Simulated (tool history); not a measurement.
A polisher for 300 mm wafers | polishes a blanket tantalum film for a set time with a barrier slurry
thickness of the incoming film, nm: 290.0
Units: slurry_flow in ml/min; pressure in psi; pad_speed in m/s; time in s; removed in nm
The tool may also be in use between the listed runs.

| run | day | slurry_flow | pressure | pad_speed | slurry_solids | time | removed |
|---|---|---|---|---|---|---|---|
| 1 | 0 | 200 | 1.5 | 1.18 | 1 | 90 | 116.66 |
| 2 | 0.2 | 200 | 1.2 | 1.18 | 1 | 90 | 93.64 |
| 3 | 0.233 | 175 | 1.2 | 1.18 | 1 | 90 | 93.229 |
| 4 | 0.296 | 175 | 1.3 | 1.18 | 1 | 90 | 98.702 |
| 5 | 0.629 | 175 | 1.3 | 1.18 | 0.85 | 90 | 92.438 |
| 6 | 0.912 | 175 | 1.3 | 1.18 | 0.85 | 94 | 99.247 |
| 7 | 0.996 | 175 | 1.4 | 1.18 | 0.85 | 94 | 104.01 |
| 8 | 1.15 | 180 | 1.5 | 1.18 | 0.85 | 94 | 114.03 |
| 9 | 1.492 | 180 | 1.5 | 1.18 | 0.85 | 94 | 112.08 |
| 10 | 1.65 | 185 | 1.6 | 1.18 | 0.85 | 94 | 120.72 |
| 11 | 1.696 | 185 | 1.6 | 1.18 | 0.85 | 94 | 120.83 |
| 12 | 1.938 | 190 | 1.7 | 1.18 | 0.85 | 94 | 128.16 |
| 13 | 2.029 | 195 | 1.8 | 1.18 | 0.85 | 94 | 133.03 |
| 14 | 2.146 | 195 | 1.9 | 1.18 | 0.85 | 94 | 141.89 |

Run 15 comes next. What will it give?
| 15 | 2.429 | 195 | 1.9 | 1.18 | 0.85 | 94 | ? |

{"run 15": {"removed": 139.16}}

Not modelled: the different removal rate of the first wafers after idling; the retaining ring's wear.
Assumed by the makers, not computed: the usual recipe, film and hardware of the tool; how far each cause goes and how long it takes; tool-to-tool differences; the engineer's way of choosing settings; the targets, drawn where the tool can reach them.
